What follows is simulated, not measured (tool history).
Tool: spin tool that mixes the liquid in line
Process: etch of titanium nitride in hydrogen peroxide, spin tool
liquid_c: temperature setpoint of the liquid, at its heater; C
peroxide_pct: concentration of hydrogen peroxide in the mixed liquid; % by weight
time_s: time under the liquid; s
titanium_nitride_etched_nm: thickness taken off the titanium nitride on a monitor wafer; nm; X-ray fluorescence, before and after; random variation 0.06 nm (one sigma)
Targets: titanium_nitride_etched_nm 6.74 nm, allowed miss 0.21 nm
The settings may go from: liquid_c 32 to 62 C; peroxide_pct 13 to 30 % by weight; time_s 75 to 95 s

run 1 hour=0 | liquid_c=46 peroxide_pct=26 time_s=95 | titanium_nitride_etched_nm=3.6806
run 2 hour=8.5 | liquid_c=46 peroxide_pct=29 time_s=95 | titanium_nitride_etched_nm=3.8007
run 3 hour=17.3 | liquid_c=47.5 peroxide_pct=29 time_s=95 | titanium_nitride_etched_nm=4.2948
run 4 hour=21.1 | liquid_c=49 peroxide_pct=29 time_s=95 | titanium_nitride_etched_nm=4.7626
run 5 hour=21.8 | liquid_c=49 peroxide_pct=26.5 time_s=95 | titanium_nitride_etched_nm=4.5998
run 6 hour=25.4 | liquid_c=49 peroxide_pct=26.5 time_s=95 | titanium_nitride_etched_nm=4.5633
run 7 hour=28.3 | liquid_c=50 peroxide_pct=26.5 time_s=95 | titanium_nitride_etched_nm=5.0165
run 8 hour=31 | liquid_c=51 peroxide_pct=26.5 time_s=95 | titanium_nitride_etched_nm=5.4098
run 9 hour=34.9 | liquid_c=51.5 peroxide_pct=26.5 time_s=95 | titanium_nitride_etched_nm=5.6122
-- hour=39 peroxide flow meter replaced
run 10 hour=39 | liquid_c=52 peroxide_pct=26.5 time_s=95 | titanium_nitride_etched_nm=5.8312

5 next moves are on the table. One of them brings every result within its allowed miss. Which?
run A hour=43.1 | liquid_c=53.5 peroxide_pct=30 time_s=90 | titanium_nitride_etched_nm=?
run B hour=43.1 | liquid_c=54 peroxide_pct=26.5 time_s=95 | titanium_nitride_etched_nm=?
run C hour=43.1 | liquid_c=54.5 peroxide_pct=27 time_s=85 | titanium_nitride_etched_nm=?
run D hour=43.1 | liquid_c=50 peroxide_pct=30 time_s=95 | titanium_nitride_etched_nm=?
run E hour=43.1 | liquid_c=53 peroxide_pct=28.5 time_s=75 | titanium_nitride_etched_nm=?

move=A titanium_nitride_etched_nm=6.3448
move=B titanium_nitride_etched_nm=6.7504
move=C titanium_nitride_etched_nm=6.2819
move=D titanium_nitride_etched_nm=5.2153
move=E titanium_nitride_etched_nm=5.0457
A: nearer than the last run, and not there yet
B: meets every target
C: nearer than the last run, and not there yet
D: further off than the last run
E: further off than the last run
Answer: B

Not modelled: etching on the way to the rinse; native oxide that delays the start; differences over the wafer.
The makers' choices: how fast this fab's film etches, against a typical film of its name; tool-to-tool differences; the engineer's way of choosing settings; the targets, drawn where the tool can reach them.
